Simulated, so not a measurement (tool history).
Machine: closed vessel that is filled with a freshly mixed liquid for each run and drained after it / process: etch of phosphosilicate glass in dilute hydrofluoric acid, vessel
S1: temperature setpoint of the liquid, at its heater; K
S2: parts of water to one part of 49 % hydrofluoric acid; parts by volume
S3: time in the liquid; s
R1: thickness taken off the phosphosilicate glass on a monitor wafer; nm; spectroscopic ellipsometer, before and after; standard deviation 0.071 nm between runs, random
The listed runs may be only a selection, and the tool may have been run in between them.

run    day      S1   S2  S3      R1
  1      0  294.15  225  30  8.5968
  2   0.15  294.15  160  30  13.068
  3  0.233  295.15  160  30  13.518
  4  0.321  296.15  160  30  14.094
  5  0.525  296.65  160  30  14.247
  6  0.579  296.65   95  30  26.151

The next listed run, before its measurement:
  7  0.825  296.65  95  30   ?

Run 7 produced R1 26.229 nm.
